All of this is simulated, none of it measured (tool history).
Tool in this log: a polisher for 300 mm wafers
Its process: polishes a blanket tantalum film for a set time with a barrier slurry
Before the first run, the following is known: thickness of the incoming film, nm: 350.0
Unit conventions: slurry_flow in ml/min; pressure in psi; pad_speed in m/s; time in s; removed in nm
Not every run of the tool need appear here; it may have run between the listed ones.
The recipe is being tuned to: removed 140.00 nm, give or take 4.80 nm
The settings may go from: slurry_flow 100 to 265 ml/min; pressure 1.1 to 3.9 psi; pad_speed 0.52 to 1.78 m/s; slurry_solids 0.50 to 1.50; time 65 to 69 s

run 1 hour=0.0 | slurry_flow=170 pressure=2.5 pad_speed=1.14 slurry_solids=1.00 time=65 | removed=178.56
run 2 hour=4.2 | slurry_flow=170 pressure=2.5 pad_speed=1.32 slurry_solids=1.00 time=65 | removed=205.65
run 3 hour=7.6 | slurry_flow=170 pressure=2.5 pad_speed=1.06 slurry_solids=1.00 time=65 | removed=166.25
run 4 hour=8.3 | slurry_flow=165 pressure=2.4 pad_speed=1.06 slurry_solids=1.00 time=65 | removed=160.85
run 5 hour=15.9 | slurry_flow=165 pressure=2.3 pad_speed=1.06 slurry_solids=1.00 time=65 | removed=154.39
run 6 hour=16.5 | slurry_flow=165 pressure=2.3 pad_speed=1.06 slurry_solids=1.15 time=65 | removed=159.90
run 7 hour=23.1 | slurry_flow=150 pressure=1.9 pad_speed=1.06 slurry_solids=1.15 time=65 | removed=130.72
run 8 hour=28.2 | slurry_flow=155 pressure=1.9 pad_speed=1.06 slurry_solids=1.15 time=65 | removed=130.92
run 9 hour=32.7 | slurry_flow=160 pressure=1.9 pad_speed=1.06 slurry_solids=1.15 time=65 | removed=130.79

Which one of the following 4 next-run settings gets every result inside its allowed miss? There is exactly one.
run A hour=37.2 | slurry_flow=110 pressure=1.8 pad_speed=1.16 slurry_solids=1.00 time=67 | removed=?
run B hour=37.2 | slurry_flow=190 pressure=2.0 pad_speed=0.80 slurry_solids=1.15 time=66 | removed=?
run C hour=37.2 | slurry_flow=175 pressure=1.3 pad_speed=1.24 slurry_solids=1.25 time=66 | removed=?
run D hour=37.2 | slurry_flow=175 pressure=1.7 pad_speed=1.14 slurry_solids=1.10 time=69 | removed=?

move=A removed=126.41
move=B removed=110.08
move=C removed=115.84
move=D removed=136.66
A: further off than the last run
B: further off than the last run
C: further off than the last run
D: every result lands within tolerance
Go with D: it meets all targets.

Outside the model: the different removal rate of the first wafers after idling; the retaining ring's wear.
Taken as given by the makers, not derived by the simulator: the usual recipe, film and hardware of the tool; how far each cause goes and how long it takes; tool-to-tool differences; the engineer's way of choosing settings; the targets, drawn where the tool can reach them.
